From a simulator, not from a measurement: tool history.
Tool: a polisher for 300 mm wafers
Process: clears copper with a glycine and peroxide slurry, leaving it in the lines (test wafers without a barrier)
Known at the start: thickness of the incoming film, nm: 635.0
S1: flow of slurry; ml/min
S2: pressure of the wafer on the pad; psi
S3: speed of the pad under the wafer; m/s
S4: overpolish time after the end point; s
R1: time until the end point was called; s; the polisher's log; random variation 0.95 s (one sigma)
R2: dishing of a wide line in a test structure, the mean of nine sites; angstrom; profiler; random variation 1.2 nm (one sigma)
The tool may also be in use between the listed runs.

| run | hour | S1 | S2 | S3 | S4 | R1 | R2 |
|---|---|---|---|---|---|---|---|
| 1 | 0 | 195 | 3.1 | 0.98 | 19 | 104.57 | 628.28 |
| 2 | 3.4 | 195 | 3.6 | 1 | 19 | 88.014 | 694.81 |
| 3 | 5.2 | 195 | 3 | 1 | 19 | 104.21 | 612.74 |
| 4 | 13.7 | 195 | 2.2 | 1 | 19 | 134.2 | 501.64 |
| 5 | 20.6 | 195 | 2.2 | 1.16 | 19 | 118.93 | 546.67 |
| 6 | 28.9 | 195 | 2.8 | 1.18 | 19 | 94.159 | 639.48 |

The next listed run, before its measurement:
| 7 | 35 | 195 | 2.8 | 1.18 | 19 | ? | ? |

{"run 7": {"R1": 96.77, "R2": 639.43}}

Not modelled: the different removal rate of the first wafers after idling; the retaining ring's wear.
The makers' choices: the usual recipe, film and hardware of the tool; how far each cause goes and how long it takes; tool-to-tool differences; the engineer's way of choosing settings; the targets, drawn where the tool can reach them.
